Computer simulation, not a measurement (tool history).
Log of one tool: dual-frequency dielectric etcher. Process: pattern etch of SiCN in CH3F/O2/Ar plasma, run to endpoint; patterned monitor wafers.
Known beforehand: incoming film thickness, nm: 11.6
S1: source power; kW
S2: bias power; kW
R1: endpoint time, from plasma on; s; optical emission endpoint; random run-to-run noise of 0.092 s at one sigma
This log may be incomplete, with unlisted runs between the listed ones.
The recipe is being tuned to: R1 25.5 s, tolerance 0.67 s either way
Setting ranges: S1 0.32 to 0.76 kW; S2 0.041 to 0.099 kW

run 1 hour=0 | S1=0.54 S2=0.07 | R1=28.894
run 2 hour=1.1 | S1=0.54 S2=0.059 | R1=30.765
run 3 hour=5.7 | S1=0.54 S2=0.066 | R1=29.324
run 4 hour=8.1 | S1=0.57 S2=0.067 | R1=28.845
run 5 hour=13.2 | S1=0.62 S2=0.067 | R1=28.216
run 6 hour=18.1 | S1=0.71 S2=0.067 | R1=26.94
run 7 hour=21.1 | S1=0.72 S2=0.068 | R1=26.666
run 8 hour=27.4 | S1=0.73 S2=0.069 | R1=26.454
run 9 hour=31.6 | S1=0.74 S2=0.07 | R1=26.384

5 candidate next runs follow, results not yet known. Just one meets every target within its allowed miss. Identify it.
run A hour=35.8 | S1=0.62 S2=0.088 | R1=?
run B hour=35.8 | S1=0.73 S2=0.058 | R1=?
run C hour=35.8 | S1=0.72 S2=0.059 | R1=?
run D hour=35.8 | S1=0.65 S2=0.063 | R1=?
run E hour=35.8 | S1=0.71 S2=0.057 | R1=?

move=A R1=25.43
move=B R1=27.899
move=C R1=27.867
move=D R1=28.161
move=E R1=28.307
A: all results in spec
B: misses by more than the last run did
C: misses by more than the last run did
D: misses by more than the last run did
E: misses by more than the last run did
Answer: A
